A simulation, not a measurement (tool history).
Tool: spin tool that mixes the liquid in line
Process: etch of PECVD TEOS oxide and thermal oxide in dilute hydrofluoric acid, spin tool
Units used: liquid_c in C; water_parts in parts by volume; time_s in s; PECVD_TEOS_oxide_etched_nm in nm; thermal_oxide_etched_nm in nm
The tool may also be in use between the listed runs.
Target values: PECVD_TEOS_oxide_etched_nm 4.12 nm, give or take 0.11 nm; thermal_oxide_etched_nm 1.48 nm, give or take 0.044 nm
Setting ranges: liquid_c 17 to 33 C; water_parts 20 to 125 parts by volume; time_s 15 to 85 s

| run | hour | liquid_c | water_parts | time_s | PECVD_TEOS_oxide_etched_nm | thermal_oxide_etched_nm |
|---|---|---|---|---|---|---|
| 1 | 0 | 25 | 70 | 45 | 8.8532 | 3.199 |
| 2 | 5.6 | 23 | 75 | 45 | 7.6557 | 2.7078 |
| 3 | 6.7 | 23 | 95 | 45 | 5.8407 | 2.107 |
| 4 | 14.3 | 23 | 80 | 45 | 7.0969 | 2.5523 |
| 5 | 16.4 | 23 | 65 | 45 | 8.8412 | 3.2382 |
| 6 | 23.4 | 23 | 85 | 45 | 6.6913 | 2.3968 |
| 7 | 30.6 | 19 | 105 | 45 | 4.49 | 1.6105 |
| 8 | 36 | 18.5 | 105 | 45 | 4.3593 | 1.5679 |
| 9 | 40.1 | 18 | 105 | 45 | 4.2381 | 1.5217 |

4 candidate next runs follow, results not yet known. Just one meets every target within its allowed miss. Identify it.
| A | 44.2 | 18.5 | 100 | 40 | ? | ? |
| B | 44.2 | 17 | 100 | 45 | ? | ? |
| C | 44.2 | 18 | 70 | 30 | ? | ? |
| D | 44.2 | 17 | 120 | 55 | ? | ? |

| move | PECVD_TEOS_oxide_etched_nm | thermal_oxide_etched_nm |
|---|---|---|
| A | 4.1464 | 1.4857 |
| B | 4.3805 | 1.5696 |
| C | 4.4954 | 1.6108 |
| D | 4.3712 | 1.5663 |
A: every result within its allowed miss
B: further off than the last run
C: further off than the last run
D: further off than the last run
So the answer is move A, the one that meets all the targets.
